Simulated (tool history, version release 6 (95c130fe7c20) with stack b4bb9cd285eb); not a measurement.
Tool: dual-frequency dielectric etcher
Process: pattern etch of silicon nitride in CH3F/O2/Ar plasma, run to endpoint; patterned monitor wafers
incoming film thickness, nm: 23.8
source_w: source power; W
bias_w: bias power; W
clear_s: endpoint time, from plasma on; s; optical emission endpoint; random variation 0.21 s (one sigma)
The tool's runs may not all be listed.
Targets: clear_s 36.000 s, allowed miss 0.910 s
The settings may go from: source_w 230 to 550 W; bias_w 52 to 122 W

{"run": 1, "hour": 0.0, "source_w": 390, "bias_w": 87, "clear_s": 31.462}
{"run": 2, "hour": 5.3, "source_w": 360, "bias_w": 85, "clear_s": 32.674}
{"run": 3, "hour": 13.5, "source_w": 360, "bias_w": 95, "clear_s": 31.157}
{"run": 4, "hour": 15.8, "source_w": 340, "bias_w": 93, "clear_s": 31.841}
{"run": 5, "hour": 17.8, "source_w": 320, "bias_w": 90, "clear_s": 33.106}
{"run": 6, "hour": 26.3, "source_w": 300, "bias_w": 89, "clear_s": 33.824}
{"run": 7, "hour": 28.5, "source_w": 290, "bias_w": 88, "clear_s": 34.629}
{"run": 8, "hour": 36.8, "source_w": 280, "bias_w": 88, "clear_s": 34.445}

Which of these 5 next moves meets every target?
{"run": "A", "hour": 45.1, "source_w": 320, "bias_w": 75, "clear_s": "?"}
{"run": "B", "hour": 45.1, "source_w": 260, "bias_w": 95, "clear_s": "?"}
{"run": "C", "hour": 45.1, "source_w": 310, "bias_w": 86, "clear_s": "?"}
{"run": "D", "hour": 45.1, "source_w": 330, "bias_w": 90, "clear_s": "?"}
{"run": "E", "hour": 45.1, "source_w": 240, "bias_w": 78, "clear_s": "?"}

move=A clear_s=35.710
move=B clear_s=34.462
move=C clear_s=34.045
move=D clear_s=32.736
move=E clear_s=38.437
A: meets every target
B: as far off as the last run
C: further off than the last run
D: further off than the last run
E: takes the result that was furthest off past its target
Answer: A
